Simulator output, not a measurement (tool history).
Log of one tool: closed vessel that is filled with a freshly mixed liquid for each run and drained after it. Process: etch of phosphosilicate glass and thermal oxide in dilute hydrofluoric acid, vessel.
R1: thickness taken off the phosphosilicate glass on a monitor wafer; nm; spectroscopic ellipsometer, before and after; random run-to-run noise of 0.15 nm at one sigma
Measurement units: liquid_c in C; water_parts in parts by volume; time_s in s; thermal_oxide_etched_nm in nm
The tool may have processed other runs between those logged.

Run 1, hour 0: liquid_c 25 C, water_parts 210 parts by volume, time_s 60 s. Result: R1 29.813 nm, thermal_oxide_etched_nm 0.95007 nm.
Run 2, hour 5.3: liquid_c 25.5 C, water_parts 210 parts by volume, time_s 60 s. Result: R1 30.619 nm, thermal_oxide_etched_nm 0.93434 nm.
Run 3, hour 10.5: liquid_c 25.5 C, water_parts 210 parts by volume, time_s 85 s. Result: R1 43.184 nm, thermal_oxide_etched_nm 1.3481 nm.
Run 4, hour 19: liquid_c 25.5 C, water_parts 155 parts by volume, time_s 85 s. Result: R1 62.486 nm, thermal_oxide_etched_nm 2.0555 nm.
Run 5, hour 27.1: liquid_c 28 C, water_parts 155 parts by volume, time_s 85 s. Result: R1 68.69 nm, thermal_oxide_etched_nm 2.1906 nm.
Run 6, hour 28.3: liquid_c 30 C, water_parts 155 parts by volume, time_s 85 s. Result: R1 72.976 nm, thermal_oxide_etched_nm 2.3915 nm.
Run 7, hour 33.2: liquid_c 28 C, water_parts 165 parts by volume, time_s 85 s. Result: R1 63.747 nm, thermal_oxide_etched_nm 1.98 nm.
Run 8, hour 38.4: liquid_c 26 C, water_parts 175 parts by volume, time_s 85 s. Result: R1 55.385 nm, thermal_oxide_etched_nm 1.7205 nm.
Run 9, hour 39.4: liquid_c 24.5 C, water_parts 180 parts by volume, time_s 85 s. Result: R1 50.123 nm, thermal_oxide_etched_nm 1.5815 nm.

Run 10, settings as shown, results not yet in. Your forecast:
Run 10, hour 40.3: liquid_c 23.5 C, water_parts 185 parts by volume, time_s 85 s. Result: R1 ?, thermal_oxide_etched_nm ?.

{"run 10": {"R1": 47.42, "thermal_oxide_etched_nm": 1.4709}}

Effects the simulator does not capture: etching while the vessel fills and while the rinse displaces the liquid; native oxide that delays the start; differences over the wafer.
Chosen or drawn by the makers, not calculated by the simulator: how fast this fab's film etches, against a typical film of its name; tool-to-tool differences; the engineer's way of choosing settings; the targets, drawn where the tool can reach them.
